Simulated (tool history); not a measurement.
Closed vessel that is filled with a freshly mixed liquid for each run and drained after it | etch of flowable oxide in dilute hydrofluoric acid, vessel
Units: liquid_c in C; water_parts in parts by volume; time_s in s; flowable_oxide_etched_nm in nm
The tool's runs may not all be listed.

Run 1, hour 0: liquid_c 24 C, water_parts 185 parts by volume, time_s 170 s. Result: flowable_oxide_etched_nm 23.26 nm.
Run 2, hour 4.7: liquid_c 24 C, water_parts 185 parts by volume, time_s 130 s. Result: flowable_oxide_etched_nm 18.167 nm.
Run 3, hour 10.2: liquid_c 24 C, water_parts 160 parts by volume, time_s 130 s. Result: flowable_oxide_etched_nm 21.584 nm.
Run 4, hour 16.3: liquid_c 25 C, water_parts 145 parts by volume, time_s 130 s. Result: flowable_oxide_etched_nm 25.087 nm.
Run 5, hour 24: liquid_c 25 C, water_parts 180 parts by volume, time_s 130 s. Result: flowable_oxide_etched_nm 19.379 nm.
Run 6, hour 25.1: liquid_c 25 C, water_parts 135 parts by volume, time_s 130 s. Result: flowable_oxide_etched_nm 27.032 nm.
Run 7, hour 31.1: liquid_c 29 C, water_parts 90 parts by volume, time_s 130 s. Result: flowable_oxide_etched_nm 50.227 nm.
Run 8, hour 37.3: liquid_c 28 C, water_parts 90 parts by volume, time_s 130 s. Result: flowable_oxide_etched_nm 49.081 nm.
Run 9, hour 43.7: liquid_c 28 C, water_parts 90 parts by volume, time_s 130 s. Result: flowable_oxide_etched_nm 48.528 nm.

Run 10 comes next. What will it give?
At hour 50.9: hydrofluoric acid flow meter replaced.
Run 10, hour 50.9: liquid_c 26 C, water_parts 90 parts by volume, time_s 130 s. Result: flowable_oxide_etched_nm ?.

Run 10 gave flowable_oxide_etched_nm 51.532 nm.
